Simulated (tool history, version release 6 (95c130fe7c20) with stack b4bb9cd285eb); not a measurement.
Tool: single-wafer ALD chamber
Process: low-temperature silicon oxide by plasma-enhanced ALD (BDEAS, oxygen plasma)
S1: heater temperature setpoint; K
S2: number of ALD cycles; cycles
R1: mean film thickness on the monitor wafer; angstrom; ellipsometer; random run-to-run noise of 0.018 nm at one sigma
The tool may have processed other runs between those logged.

run 1 hour=0 | S1=383.15 S2=59 | R1=78.427
run 2 hour=4.3 | S1=392.15 S2=59 | R1=77.275
run 3 hour=11.7 | S1=392.15 S2=53 | R1=69.313
run 4 hour=18.5 | S1=392.15 S2=49 | R1=64.128
run 5 hour=19.4 | S1=387.15 S2=49 | R1=64.809
run 6 hour=23.8 | S1=387.15 S2=57 | R1=75.41
run 7 hour=29.5 | S1=386.15 S2=58 | R1=76.603
run 8 hour=32.4 | S1=385.15 S2=59 | R1=77.975

Expected results for the next run?
run 9 hour=34.6 | S1=380.15 S2=67 | R1=?

R1: 89.647 angstrom
